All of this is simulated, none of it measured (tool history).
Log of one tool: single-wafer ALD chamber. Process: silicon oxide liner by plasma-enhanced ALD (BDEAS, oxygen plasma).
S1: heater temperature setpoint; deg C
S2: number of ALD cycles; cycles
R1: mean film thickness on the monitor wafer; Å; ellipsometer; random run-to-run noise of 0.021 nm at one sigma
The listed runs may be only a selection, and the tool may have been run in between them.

Run 1, hour 0: S1 325 deg C, S2 62 cycles. Result: R1 53.075 Å.
Run 2, hour 3: S1 325 deg C, S2 57 cycles. Result: R1 48.718 Å.
Run 3, hour 7.8: S1 324 deg C, S2 63 cycles. Result: R1 53.681 Å.
Run 4, hour 12.4: S1 335 deg C, S2 63 cycles. Result: R1 53.052 Å.
Run 5, hour 20.1: S1 326 deg C, S2 63 cycles. Result: R1 53.745 Å.
Run 6, hour 26.9: S1 325 deg C, S2 67 cycles. Result: R1 57.038 Å.
Run 7, hour 29.8: S1 325 deg C, S2 71 cycles. Result: R1 60.66 Å.
Run 8, hour 32.6: S1 325 deg C, S2 73 cycles. Result: R1 62.157 Å.
Run 9, hour 39.1: S1 325 deg C, S2 75 cycles. Result: R1 63.972 Å.

Estimate the outcome of run 10 from the log above:
Run 10, hour 46.1: S1 325 deg C, S2 76 cycles. Result: R1 ?.

Run 10 came out at R1 64.511 Å.
